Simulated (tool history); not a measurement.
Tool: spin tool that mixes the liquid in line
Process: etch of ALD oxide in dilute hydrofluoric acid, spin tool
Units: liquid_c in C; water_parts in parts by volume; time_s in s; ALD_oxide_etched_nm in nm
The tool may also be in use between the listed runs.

| run | hour | liquid_c | water_parts | time_s | ALD_oxide_etched_nm |
|---|---|---|---|---|---|
| 1 | 0 | 22 | 110 | 190 | 25.344 |
| 2 | 5.6 | 22 | 75 | 190 | 38.493 |
| 3 | 7.6 | 24 | 65 | 190 | 48.747 |
| 4 | 16.2 | 25.5 | 60 | 190 | 55.863 |
| 5 | 23.6 | 22.5 | 60 | 190 | 50.732 |
| 6 | 25.7 | 22.5 | 60 | 205 | 53.593 |
| 7 | 26.5 | 24.5 | 60 | 205 | 59.161 |
| 8 | 35.2 | 26 | 60 | 205 | 61.483 |
| 9 | 36.8 | 27 | 60 | 205 | 65.436 |
| 10 | 39.2 | 28 | 60 | 205 | 68.391 |
| 11 | 42 | 28.5 | 60 | 205 | 68.647 |
| 12 | 46 | 28.5 | 60 | 205 | 67.592 |

The next listed run, before its measurement:
| 13 | 49.2 | 29 | 60 | 205 | ? |

Run 13 gave ALD_oxide_etched_nm 69.772 nm.

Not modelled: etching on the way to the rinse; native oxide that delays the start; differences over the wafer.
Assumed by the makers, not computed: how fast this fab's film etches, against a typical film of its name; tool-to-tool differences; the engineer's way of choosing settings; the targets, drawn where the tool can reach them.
